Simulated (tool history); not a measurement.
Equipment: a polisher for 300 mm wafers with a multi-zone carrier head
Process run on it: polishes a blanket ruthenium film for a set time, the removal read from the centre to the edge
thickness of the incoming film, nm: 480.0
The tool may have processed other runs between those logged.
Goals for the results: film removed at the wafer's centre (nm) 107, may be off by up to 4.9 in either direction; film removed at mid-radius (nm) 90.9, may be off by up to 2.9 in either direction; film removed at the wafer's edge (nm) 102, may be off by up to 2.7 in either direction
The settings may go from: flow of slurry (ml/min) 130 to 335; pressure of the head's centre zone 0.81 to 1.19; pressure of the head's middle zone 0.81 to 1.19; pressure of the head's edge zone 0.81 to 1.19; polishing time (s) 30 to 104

run	hour	flow of slurry (ml/min)	pressure of the head's centre zone	pressure of the head's middle zone	pressure of the head's edge zone	polishing time (s)	film removed at the wafer's centre (nm)	film removed at mid-radius (nm)	film removed at the wafer's edge (nm)
1	0	215	1	1	1	67	75.855	70.906	72.219
2	0.6	215	1	1.05	1	67	74.206	74.546	73.099
3	3.7	220	1.03	1.03	1.05	72	83.222	77.29	79.644
4	8	220	0.98	1.03	1.05	72	77.924	79.431	79.438
5	12.2	220	1.01	1.02	1.09	77	88.727	83.507	86.384
6	19.6	220	1.01	1.02	1.09	69	78.366	74.757	78.572
7	27.7	225	1.03	1.01	1.12	74	84.766	78.955	83.759
8	28.5	220	1.04	1	1.14	78	90.479	84.309	89.945
9	34.5	225	1.06	0.98	1.16	80	94.109	86.034	93.092

Which of these 5 next moves meets every target?
A	40.5	200	1.13	0.81	1.19	88	?	?	?
B	40.5	230	0.98	0.88	1.19	90	?	?	?
C	40.5	235	1.19	0.88	1.07	85	?	?	?
D	40.5	255	1.07	0.89	1.09	88	?	?	?
E	40.5	160	1.07	0.89	1.14	96	?	?	?

move	film removed at the wafer's centre (nm)	film removed at mid-radius (nm)	film removed at the wafer's edge (nm)
A	108.46	82.816	102.98
B	99.761	90.734	106.88
C	112.82	85.871	95.803
D	107.21	90.473	100.88
E	107.55	91.552	106.54
A: meets the target for the result that was furthest off, but another lies outside its allowed miss
B: takes the result that was furthest off past its target
C: better than the last run, though not everything is in spec
D: each result inside its tolerance
E: takes the result that was furthest off past its target
So the answer is move D, the one that meets all the targets.

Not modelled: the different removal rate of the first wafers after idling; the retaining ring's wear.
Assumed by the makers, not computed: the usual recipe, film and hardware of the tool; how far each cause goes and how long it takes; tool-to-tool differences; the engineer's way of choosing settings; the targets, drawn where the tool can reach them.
